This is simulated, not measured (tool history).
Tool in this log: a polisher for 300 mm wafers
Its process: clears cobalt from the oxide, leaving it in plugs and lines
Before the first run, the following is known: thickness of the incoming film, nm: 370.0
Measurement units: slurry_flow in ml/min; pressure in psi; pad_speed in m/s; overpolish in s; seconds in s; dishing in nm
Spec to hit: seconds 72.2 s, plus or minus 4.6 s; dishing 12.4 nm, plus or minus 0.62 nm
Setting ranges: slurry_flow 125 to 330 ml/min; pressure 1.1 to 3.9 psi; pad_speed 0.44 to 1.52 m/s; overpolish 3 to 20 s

{"run": 1, "hour": 0.0, "slurry_flow": 210, "pressure": 2.5, "pad_speed": 0.98, "overpolish": 10, "seconds": 57.311, "dishing": 33.974}
{"run": 2, "hour": 1.1, "slurry_flow": 205, "pressure": 2.3, "pad_speed": 0.96, "overpolish": 9, "seconds": 63.031, "dishing": 30.444}
{"run": 3, "hour": 4.8, "slurry_flow": 190, "pressure": 2.1, "pad_speed": 0.98, "overpolish": 8, "seconds": 70.8, "dishing": 27.593}
{"run": 4, "hour": 7.9, "slurry_flow": 190, "pressure": 2.1, "pad_speed": 0.88, "overpolish": 8, "seconds": 74.337, "dishing": 25.411}
{"run": 5, "hour": 8.7, "slurry_flow": 175, "pressure": 2.2, "pad_speed": 0.8, "overpolish": 7, "seconds": 82.225, "dishing": 22.072}
{"run": 6, "hour": 16.6, "slurry_flow": 175, "pressure": 2.2, "pad_speed": 0.8, "overpolish": 10, "seconds": 80.08, "dishing": 28.561}
{"run": 7, "hour": 24.6, "slurry_flow": 205, "pressure": 2.3, "pad_speed": 0.74, "overpolish": 9, "seconds": 83.862, "dishing": 26.519}
{"run": 8, "hour": 29.6, "slurry_flow": 190, "pressure": 2.5, "pad_speed": 0.68, "overpolish": 8, "seconds": 80.13, "dishing": 24.079}
{"run": 9, "hour": 38.0, "slurry_flow": 175, "pressure": 2.6, "pad_speed": 0.64, "overpolish": 7, "seconds": 85.725, "dishing": 21.89}
{"run": 10, "hour": 39.9, "slurry_flow": 175, "pressure": 2.6, "pad_speed": 0.64, "overpolish": 7, "seconds": 86.765, "dishing": 21.536}
{"run": 11, "hour": 43.7, "slurry_flow": 165, "pressure": 2.8, "pad_speed": 0.6, "overpolish": 6, "seconds": 84.685, "dishing": 19.116}
{"run": 12, "hour": 50.6, "slurry_flow": 155, "pressure": 3, "pad_speed": 0.56, "overpolish": 5, "seconds": 87.34, "dishing": 16.659}
{"run": 13, "hour": 53.9, "slurry_flow": 150, "pressure": 3.2, "pad_speed": 0.54, "overpolish": 5, "seconds": 82.65, "dishing": 16.866}

4 next moves are on the table. One of them brings every result within its allowed miss. Which?
{"run": "A", "hour": 57.2, "slurry_flow": 125, "pressure": 3.4, "pad_speed": 0.52, "overpolish": 3, "seconds": "?", "dishing": "?"}
{"run": "B", "hour": 57.2, "slurry_flow": 155, "pressure": 3.4, "pad_speed": 0.52, "overpolish": 3, "seconds": "?", "dishing": "?"}
{"run": "C", "hour": 57.2, "slurry_flow": 125, "pressure": 2.9, "pad_speed": 0.58, "overpolish": 6, "seconds": "?", "dishing": "?"}
{"run": "D", "hour": 57.2, "slurry_flow": 125, "pressure": 2.7, "pad_speed": 0.76, "overpolish": 3, "seconds": "?", "dishing": "?"}

move=A seconds=83.335 dishing=10.887
move=B seconds=81.437 dishing=11.109
move=C seconds=87.762 dishing=18.584
move=D seconds=72.654 dishing=12.264
A: takes the biggest miss from the last run beyond its target
B: takes the biggest miss from the last run beyond its target
C: further off than the last run
D: every result within its allowed miss
D meets every target.

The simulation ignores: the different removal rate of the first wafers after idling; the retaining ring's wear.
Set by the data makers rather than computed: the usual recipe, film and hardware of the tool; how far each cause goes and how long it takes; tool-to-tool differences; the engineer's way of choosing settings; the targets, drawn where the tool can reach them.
